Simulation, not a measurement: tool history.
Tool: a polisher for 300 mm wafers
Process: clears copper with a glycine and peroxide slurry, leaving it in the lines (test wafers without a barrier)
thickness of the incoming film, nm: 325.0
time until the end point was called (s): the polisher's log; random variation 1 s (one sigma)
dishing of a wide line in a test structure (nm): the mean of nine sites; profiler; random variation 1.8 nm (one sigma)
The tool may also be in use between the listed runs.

run	hour	flow of slurry (ml/min)	pressure of the wafer on the pad (psi)	speed of the pad under the wafer (cm/s)	overpolish time after the end point (s)	time until the end point was called (s)	dishing of a wide line in a test structure (nm)
1	0	145	1.7	84	22	100.93	46.514
2	3.5	145	1.7	84	25	101.72	51.61
3	7.7	150	1.7	84	27	101.91	54.678
4	14.1	150	1.7	84	29	102.05	60.735
5	16.1	150	1.7	84	33	102.56	62.476
6	21.8	150	1.7	104	33	85.34	72.453

Forecast run 7:
7	22.5	145	1.7	104	34	?	?

time until the end point was called (s): 86.541
dishing of a wide line in a test structure (nm): 67.559
